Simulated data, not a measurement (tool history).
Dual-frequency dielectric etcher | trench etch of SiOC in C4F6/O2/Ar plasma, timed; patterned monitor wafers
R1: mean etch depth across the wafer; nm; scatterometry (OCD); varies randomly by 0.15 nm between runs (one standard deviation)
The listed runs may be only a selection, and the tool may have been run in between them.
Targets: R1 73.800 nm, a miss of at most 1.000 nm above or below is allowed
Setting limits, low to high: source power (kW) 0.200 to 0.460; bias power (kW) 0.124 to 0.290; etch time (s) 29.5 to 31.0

{"run": 1, "day": 0.0, "source power (kW)": 0.33, "bias power (kW)": 0.207, "etch time (s)": 29.5, "R1": 60.1}
{"run": 2, "day": 0.375, "source power (kW)": 0.36, "bias power (kW)": 0.218, "etch time (s)": 29.5, "R1": 64.147}
{"run": 3, "day": 0.525, "source power (kW)": 0.36, "bias power (kW)": 0.197, "etch time (s)": 29.5, "R1": 61.619}
{"run": 4, "day": 0.612, "source power (kW)": 0.39, "bias power (kW)": 0.205, "etch time (s)": 29.5, "R1": 64.82}
{"run": 5, "day": 0.646, "source power (kW)": 0.41, "bias power (kW)": 0.212, "etch time (s)": 29.5, "R1": 67.547}
{"run": 6, "day": 0.8, "source power (kW)": 0.42, "bias power (kW)": 0.216, "etch time (s)": 29.5, "R1": 68.657}
{"run": 7, "day": 1.004, "source power (kW)": 0.43, "bias power (kW)": 0.22, "etch time (s)": 29.5, "R1": 70.099}
{"run": 8, "day": 1.312, "source power (kW)": 0.44, "bias power (kW)": 0.222, "etch time (s)": 29.5, "R1": 71.225}
{"run": 9, "day": 1.571, "source power (kW)": 0.45, "bias power (kW)": 0.224, "etch time (s)": 29.5, "R1": 72.291}
{"run": 10, "day": 1.854, "source power (kW)": 0.45, "bias power (kW)": 0.225, "etch time (s)": 29.5, "R1": 72.414}

Which one of the following 4 next-run settings gets every result inside its allowed miss? There is exactly one.
{"run": "A", "day": 2.138, "source power (kW)": 0.44, "bias power (kW)": 0.213, "etch time (s)": 30.0, "R1": "?"}
{"run": "B", "day": 2.138, "source power (kW)": 0.45, "bias power (kW)": 0.224, "etch time (s)": 29.5, "R1": "?"}
{"run": "C", "day": 2.138, "source power (kW)": 0.46, "bias power (kW)": 0.219, "etch time (s)": 30.0, "R1": "?"}
{"run": "D", "day": 2.138, "source power (kW)": 0.4, "bias power (kW)": 0.237, "etch time (s)": 30.5, "R1": "?"}

move=A R1=71.448
move=B R1=72.457
move=C R1=73.816
move=D R1=72.295
A: the biggest miss grows against the last run
B: about the same distance from the targets as the last run
C: hits every target within its allowed miss
D: the biggest miss grows against the last run
C meets every target.

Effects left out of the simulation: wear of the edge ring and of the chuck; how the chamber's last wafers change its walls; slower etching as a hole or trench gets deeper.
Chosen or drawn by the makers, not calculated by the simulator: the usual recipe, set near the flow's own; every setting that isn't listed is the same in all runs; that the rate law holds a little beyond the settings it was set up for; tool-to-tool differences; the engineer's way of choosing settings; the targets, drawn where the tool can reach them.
